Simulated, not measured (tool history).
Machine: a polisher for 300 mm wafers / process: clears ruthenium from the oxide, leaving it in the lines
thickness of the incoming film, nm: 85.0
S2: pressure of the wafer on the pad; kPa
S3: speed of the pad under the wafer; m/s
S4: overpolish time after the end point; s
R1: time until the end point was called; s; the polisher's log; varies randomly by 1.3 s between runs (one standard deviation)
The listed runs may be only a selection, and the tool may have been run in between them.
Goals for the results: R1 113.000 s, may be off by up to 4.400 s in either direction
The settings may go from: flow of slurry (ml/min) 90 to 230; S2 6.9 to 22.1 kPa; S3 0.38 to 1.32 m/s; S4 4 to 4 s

{"run": 1, "hour": 0.0, "flow of slurry (ml/min)": 150, "S2": 14.5, "S3": 0.84, "S4": 4, "R1": 90.6}
{"run": 2, "hour": 1.9, "flow of slurry (ml/min)": 150, "S2": 13.8, "S3": 0.84, "S4": 4, "R1": 94.493}
{"run": 3, "hour": 5.7, "flow of slurry (ml/min)": 150, "S2": 13.1, "S3": 0.84, "S4": 4, "R1": 101.32}
{"run": 4, "hour": 8.1, "flow of slurry (ml/min)": 145, "S2": 12.4, "S3": 0.84, "S4": 4, "R1": 109.41}
{"hour": 16.2, "done": "slurry nozzle cleaned"}
{"run": 5, "hour": 16.2, "flow of slurry (ml/min)": 180, "S2": 12.4, "S3": 0.84, "S4": 4, "R1": 94.727}
{"run": 6, "hour": 21.5, "flow of slurry (ml/min)": 200, "S2": 12.4, "S3": 0.84, "S4": 4, "R1": 94.542}
{"run": 7, "hour": 29.1, "flow of slurry (ml/min)": 190, "S2": 12.4, "S3": 0.84, "S4": 4, "R1": 94.814}
{"run": 8, "hour": 31.0, "flow of slurry (ml/min)": 180, "S2": 12.4, "S3": 0.84, "S4": 4, "R1": 96.989}
{"run": 9, "hour": 39.4, "flow of slurry (ml/min)": 175, "S2": 12.4, "S3": 0.84, "S4": 4, "R1": 97.186}
{"run": 10, "hour": 43.8, "flow of slurry (ml/min)": 170, "S2": 12.4, "S3": 0.84, "S4": 4, "R1": 96.107}
{"run": 11, "hour": 48.6, "flow of slurry (ml/min)": 170, "S2": 12.4, "S3": 0.84, "S4": 4, "R1": 94.344}
{"run": 12, "hour": 55.5, "flow of slurry (ml/min)": 165, "S2": 11.7, "S3": 0.84, "S4": 4, "R1": 101.61}
{"run": 13, "hour": 63.8, "flow of slurry (ml/min)": 160, "S2": 11.7, "S3": 0.84, "S4": 4, "R1": 101.87}
{"run": 14, "hour": 67.1, "flow of slurry (ml/min)": 155, "S2": 11.7, "S3": 0.84, "S4": 4, "R1": 104.25}

Which one of the following 5 next-run settings gets every result inside its allowed miss? There is exactly one.
{"run": "A", "hour": 70.4, "flow of slurry (ml/min)": 180, "S2": 13.8, "S3": 0.7, "S4": 4, "R1": "?"}
{"run": "B", "hour": 70.4, "flow of slurry (ml/min)": 160, "S2": 9.7, "S3": 1.08, "S4": 4, "R1": "?"}
{"run": "C", "hour": 70.4, "flow of slurry (ml/min)": 170, "S2": 12.4, "S3": 0.9, "S4": 4, "R1": "?"}
{"run": "D", "hour": 70.4, "flow of slurry (ml/min)": 180, "S2": 13.1, "S3": 0.82, "S4": 4, "R1": "?"}
{"run": "E", "hour": 70.4, "flow of slurry (ml/min)": 140, "S2": 13.8, "S3": 0.66, "S4": 4, "R1": "?"}

move=A R1=103.890
move=B R1=97.726
move=C R1=90.896
move=D R1=93.692
move=E R1=114.100
A: roughly where the last run was
B: moves away from the targets compared with the last run
C: moves away from the targets compared with the last run
D: moves away from the targets compared with the last run
E: every result within its allowed miss
E is the move that brings every result within its allowed miss.
